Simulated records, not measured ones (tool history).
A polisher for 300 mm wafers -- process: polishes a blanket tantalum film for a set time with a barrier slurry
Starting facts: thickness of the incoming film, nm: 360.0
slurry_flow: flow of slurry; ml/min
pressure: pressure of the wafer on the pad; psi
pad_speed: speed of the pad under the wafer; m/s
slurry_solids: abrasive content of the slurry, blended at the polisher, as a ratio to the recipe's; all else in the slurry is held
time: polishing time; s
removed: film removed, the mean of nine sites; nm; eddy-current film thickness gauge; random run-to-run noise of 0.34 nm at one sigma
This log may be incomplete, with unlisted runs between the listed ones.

run 1 hour=0 | slurry_flow=205 pressure=2.3 pad_speed=1.26 slurry_solids=1 time=29 | removed=64.447
run 2 hour=4.4 | slurry_flow=205 pressure=2.3 pad_speed=1.26 slurry_solids=1.1 time=29 | removed=67.064
run 3 hour=12.7 | slurry_flow=200 pressure=2.1 pad_speed=1.26 slurry_solids=1.1 time=29 | removed=59.438
run 4 hour=15.4 | slurry_flow=190 pressure=2 pad_speed=1.26 slurry_solids=1.1 time=29 | removed=57.442
run 5 hour=16.7 | slurry_flow=190 pressure=1.9 pad_speed=1.26 slurry_solids=1.1 time=29 | removed=54.709
run 6 hour=19.9 | slurry_flow=190 pressure=1.9 pad_speed=1.26 slurry_solids=1 time=29 | removed=52.944
run 7 hour=21.9 | slurry_flow=185 pressure=1.8 pad_speed=1.26 slurry_solids=1 time=29 | removed=49.923
-- hour=22.7 slurry blender recalibrated
run 8 hour=22.7 | slurry_flow=155 pressure=1.7 pad_speed=1.26 slurry_solids=1 time=29 | removed=53.194

Predict the results of run 9:
run 9 hour=27.3 | slurry_flow=165 pressure=1.7 pad_speed=1.26 slurry_solids=1 time=29 | removed=?

{"run 9": {"removed": 54.041}}

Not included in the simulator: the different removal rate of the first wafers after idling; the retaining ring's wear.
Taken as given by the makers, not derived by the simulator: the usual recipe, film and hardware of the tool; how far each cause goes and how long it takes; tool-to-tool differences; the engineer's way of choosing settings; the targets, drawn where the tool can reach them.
